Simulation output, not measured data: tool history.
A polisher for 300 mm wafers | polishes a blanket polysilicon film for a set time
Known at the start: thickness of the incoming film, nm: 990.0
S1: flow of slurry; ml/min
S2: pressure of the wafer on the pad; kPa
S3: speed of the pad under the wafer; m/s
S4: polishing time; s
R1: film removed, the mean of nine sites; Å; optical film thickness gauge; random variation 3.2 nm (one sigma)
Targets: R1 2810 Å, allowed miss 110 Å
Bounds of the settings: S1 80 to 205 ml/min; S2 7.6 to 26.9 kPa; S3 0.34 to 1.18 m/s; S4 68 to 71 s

run,day,S1,S2,S3,S4,R1
1,0,135,17.2,0.76,68,4418.6
2,0.246,150,17.2,0.76,68,4682.1
3,0.392,145,16.5,0.76,68,4431.2
4,0.521,145,20,0.76,68,5061.4
5,0.575,145,20,0.88,68,5878.4
6,0.633,140,18.6,0.86,68,5440.1
7,0.671,135,17.2,0.84,68,4893.9
8,0.983,130,16.5,0.84,68,4786
9,1.35,130,15.9,0.82,68,4514.4
10,1.588,130,15.2,0.82,68,4371
11,1.808,120,10.3,0.8,68,2959.3

5 next moves are on the table. One of them brings every result within its allowed miss. Which?
A,2.029,110,11,0.74,68,?
B,2.029,100,16.5,0.56,70,?
C,2.029,140,14.5,0.58,71,?
D,2.029,115,11,0.78,70,?
E,2.029,145,9,0.9,71,?

move,R1
A,2830.1
B,3082.4
C,3119.1
D,3100.9
E,3202.8
A: meets every target
B: further off than the last run
C: further off than the last run
D: further off than the last run
E: further off than the last run
The right move is A.
